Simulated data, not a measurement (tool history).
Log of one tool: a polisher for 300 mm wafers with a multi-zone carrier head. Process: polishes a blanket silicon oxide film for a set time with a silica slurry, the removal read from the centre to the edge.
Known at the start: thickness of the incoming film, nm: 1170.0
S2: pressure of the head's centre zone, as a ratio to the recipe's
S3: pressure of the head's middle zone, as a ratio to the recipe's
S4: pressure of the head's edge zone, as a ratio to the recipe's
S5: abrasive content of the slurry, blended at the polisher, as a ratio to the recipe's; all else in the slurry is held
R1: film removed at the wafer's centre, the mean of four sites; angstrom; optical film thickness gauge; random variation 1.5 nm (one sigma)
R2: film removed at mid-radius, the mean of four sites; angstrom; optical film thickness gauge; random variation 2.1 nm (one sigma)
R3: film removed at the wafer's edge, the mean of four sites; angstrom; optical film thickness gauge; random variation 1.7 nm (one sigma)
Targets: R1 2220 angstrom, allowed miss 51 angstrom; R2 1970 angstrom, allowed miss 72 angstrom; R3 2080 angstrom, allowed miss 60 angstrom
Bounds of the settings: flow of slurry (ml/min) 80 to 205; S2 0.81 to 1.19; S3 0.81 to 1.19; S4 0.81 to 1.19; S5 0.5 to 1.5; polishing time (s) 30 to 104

{"run": 1, "hour": 0.0, "flow of slurry (ml/min)": 135, "S2": 1, "S3": 1, "S4": 1, "S5": 1, "polishing time (s)": 67, "R1": 1402.9, "R2": 1375.3, "R3": 1414.9}
{"run": 2, "hour": 6.6, "flow of slurry (ml/min)": 135, "S2": 1, "S3": 1, "S4": 1, "S5": 1, "polishing time (s)": 51, "R1": 1073.9, "R2": 1049.8, "R3": 1099.6}
{"run": 3, "hour": 8.3, "flow of slurry (ml/min)": 145, "S2": 1.02, "S3": 1.01, "S4": 1.03, "S5": 1.1, "polishing time (s)": 54, "R1": 1212.7, "R2": 1216.6, "R3": 1224.3}
{"run": 4, "hour": 17.1, "flow of slurry (ml/min)": 145, "S2": 1.02, "S3": 1.01, "S4": 1.03, "S5": 1.2, "polishing time (s)": 54, "R1": 1274.8, "R2": 1248.8, "R3": 1276.1}
{"run": 5, "hour": 23.9, "flow of slurry (ml/min)": 145, "S2": 1.02, "S3": 1.01, "S4": 1.1, "S5": 1.2, "polishing time (s)": 54, "R1": 1261.5, "R2": 1209.1, "R3": 1320.3}
{"run": 6, "hour": 27.3, "flow of slurry (ml/min)": 145, "S2": 1.02, "S3": 1.01, "S4": 1.1, "S5": 1, "polishing time (s)": 54, "R1": 1198.8, "R2": 1140.4, "R3": 1224.8}
{"run": 7, "hour": 30.7, "flow of slurry (ml/min)": 150, "S2": 1.04, "S3": 1.01, "S4": 1.11, "S5": 1.1, "polishing time (s)": 57, "R1": 1352, "R2": 1245.8, "R3": 1362.4}
{"run": 8, "hour": 39.3, "flow of slurry (ml/min)": 155, "S2": 1.05, "S3": 1.02, "S4": 1.12, "S5": 1.15, "polishing time (s)": 59, "R1": 1436.6, "R2": 1357.2, "R3": 1446.3}
{"run": 9, "hour": 47.8, "flow of slurry (ml/min)": 160, "S2": 1.07, "S3": 1.02, "S4": 1.13, "S5": 1.2, "polishing time (s)": 61, "R1": 1543.3, "R2": 1434.4, "R3": 1514.9}

Which of these 5 next moves meets every target?
{"run": "A", "hour": 56.3, "flow of slurry (ml/min)": 165, "S2": 1.08, "S3": 0.96, "S4": 1.19, "S5": 1.25, "polishing time (s)": 78, "R1": "?", "R2": "?", "R3": "?"}
{"run": "B", "hour": 56.3, "flow of slurry (ml/min)": 195, "S2": 1.15, "S3": 1.06, "S4": 1.05, "S5": 1.3, "polishing time (s)": 75, "R1": "?", "R2": "?", "R3": "?"}
{"run": "C", "hour": 56.3, "flow of slurry (ml/min)": 175, "S2": 1.1, "S3": 1.19, "S4": 1.11, "S5": 1.3, "polishing time (s)": 75, "R1": "?", "R2": "?", "R3": "?"}
{"run": "D", "hour": 56.3, "flow of slurry (ml/min)": 150, "S2": 1.1, "S3": 0.96, "S4": 1.19, "S5": 1.45, "polishing time (s)": 76, "R1": "?", "R2": "?", "R3": "?"}
{"run": "E", "hour": 56.3, "flow of slurry (ml/min)": 155, "S2": 1.12, "S3": 1.03, "S4": 1.13, "S5": 1.15, "polishing time (s)": 85, "R1": "?", "R2": "?", "R3": "?"}

move=A R1=2053.8 R2=1771.5 R3=2082.9
move=B R1=2232.4 R2=1953.6 R3=1956.8
move=C R1=2078.4 R2=2106 R3=1974.2
move=D R1=2088.5 R2=1774.7 R3=2103.5
move=E R1=2208.1 R2=1951.8 R3=2114.3
A: nearer than the last run, and not there yet
B: brings the result that was furthest off to its target, and leaves another outside
C: nearer than the last run, and not there yet
D: nearer than the last run, and not there yet
E: meets every target
Answer: E

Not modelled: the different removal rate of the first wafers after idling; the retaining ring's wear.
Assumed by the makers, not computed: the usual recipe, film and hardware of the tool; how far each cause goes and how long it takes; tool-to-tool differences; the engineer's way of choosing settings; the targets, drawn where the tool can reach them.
